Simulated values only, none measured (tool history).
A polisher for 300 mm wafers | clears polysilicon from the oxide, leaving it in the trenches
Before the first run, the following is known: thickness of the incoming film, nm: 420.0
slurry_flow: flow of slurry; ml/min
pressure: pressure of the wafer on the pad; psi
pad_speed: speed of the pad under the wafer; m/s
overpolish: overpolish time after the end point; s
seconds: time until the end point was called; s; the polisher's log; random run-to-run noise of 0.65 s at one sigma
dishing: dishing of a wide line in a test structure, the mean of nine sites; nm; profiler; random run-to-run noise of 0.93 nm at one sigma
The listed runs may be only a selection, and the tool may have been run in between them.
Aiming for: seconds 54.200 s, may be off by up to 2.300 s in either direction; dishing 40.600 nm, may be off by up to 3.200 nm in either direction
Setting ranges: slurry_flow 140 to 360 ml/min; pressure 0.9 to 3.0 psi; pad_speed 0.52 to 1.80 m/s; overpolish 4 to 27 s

run,hour,slurry_flow,pressure,pad_speed,overpolish,seconds,dishing
1,0.0,230,1.9,1.16,14,38.081,42.811
2,6.1,285,1.9,1.16,14,36.789,43.530
3,12.4,285,1.9,1.16,9,37.244,39.166
4,19.7,285,1.9,1.16,7,36.780,36.521
5,28.2,285,1.8,1.16,8,39.192,39.695
6,34.0,285,1.5,1.16,8,45.573,38.325
7,36.7,285,1.4,1.16,9,50.182,37.345
8,44.4,285,1.4,1.16,10,49.531,38.953
9,45.0,285,1.2,1.16,14,59.303,41.677
10,46.7,285,1.2,1.16,14,56.465,40.921
11,52.7,285,1.2,1.16,14,56.919,41.765
12,60.6,285,1.2,1.16,13,57.247,39.286

Which one of the following 5 next-run settings gets every result inside its allowed miss? There is exactly one.
A,68.5,290,1.2,1.06,15,?,?
B,68.5,285,1.2,1.02,18,?,?
C,68.5,255,1.1,1.24,13,?,?
D,68.5,360,1.0,1.30,16,?,?
E,68.5,275,1.5,0.98,15,?,?

move,seconds,dishing
A,62.500,41.039
B,64.594,42.096
C,60.385,40.081
D,61.404,41.658
E,54.211,42.052
A: the biggest miss grows against the last run
B: the biggest miss grows against the last run
C: the biggest miss grows against the last run
D: the biggest miss grows against the last run
E: every result lands within tolerance
Answer: E
